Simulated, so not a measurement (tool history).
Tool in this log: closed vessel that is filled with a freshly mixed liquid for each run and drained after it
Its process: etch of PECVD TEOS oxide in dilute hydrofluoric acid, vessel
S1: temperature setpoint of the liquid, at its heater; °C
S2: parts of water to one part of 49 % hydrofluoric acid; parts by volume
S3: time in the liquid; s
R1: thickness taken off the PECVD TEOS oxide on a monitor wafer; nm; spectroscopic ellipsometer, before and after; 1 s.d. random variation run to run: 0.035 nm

run,hour,S1,S2,S3,R1
1,0.0,22.0,145,60,10.7830
2,4.6,21.5,145,60,10.6740
3,5.7,21.5,145,60,10.6120
4,10.4,21.0,145,60,10.4710
5,17.1,20.5,145,60,10.1970
6,19.7,20.5,180,60,7.9663
7,28.7,20.5,180,60,7.9553

For run 8, what comes out?
8,30.6,21.0,180,60,?

{"run 8": {"R1": 7.9939}}
